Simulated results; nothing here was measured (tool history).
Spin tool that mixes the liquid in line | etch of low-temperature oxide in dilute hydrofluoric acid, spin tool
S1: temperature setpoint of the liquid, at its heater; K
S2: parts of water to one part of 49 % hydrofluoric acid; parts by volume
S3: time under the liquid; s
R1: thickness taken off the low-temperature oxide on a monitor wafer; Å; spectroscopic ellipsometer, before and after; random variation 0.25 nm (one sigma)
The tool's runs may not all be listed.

| run | hour | S1 | S2 | S3 | R1 |
|---|---|---|---|---|---|
| 1 | 0.0 | 296.15 | 215 | 195 | 75.295 |
| 2 | 2.3 | 296.15 | 255 | 195 | 60.626 |
| 3 | 5.5 | 297.65 | 215 | 195 | 79.519 |
| 4 | 13.3 | 297.65 | 215 | 205 | 82.862 |
| 5 | 16.8 | 297.65 | 185 | 205 | 102.290 |
| 6 | 24.9 | 298.65 | 155 | 205 | 128.860 |
| 7 | 25.9 | 299.65 | 135 | 205 | 157.550 |
| 8 | 28.6 | 300.65 | 125 | 205 | 181.410 |
| 9 | 33.7 | 304.15 | 80 | 205 | 337.740 |
| 10 | 40.2 | 303.65 | 80 | 205 | 333.400 |
| 11 | 41.2 | 303.15 | 80 | 205 | 326.030 |
| 12 | 48.4 | 302.65 | 80 | 205 | 317.090 |
| 13 | 50.2 | 302.15 | 80 | 205 | 312.300 |
| 14 | 58.1 | 301.65 | 80 | 205 | 308.900 |

The next listed run, before its measurement:
| 15 | 62.6 | 301.15 | 80 | 205 | ? |

R1: 302.080 Å

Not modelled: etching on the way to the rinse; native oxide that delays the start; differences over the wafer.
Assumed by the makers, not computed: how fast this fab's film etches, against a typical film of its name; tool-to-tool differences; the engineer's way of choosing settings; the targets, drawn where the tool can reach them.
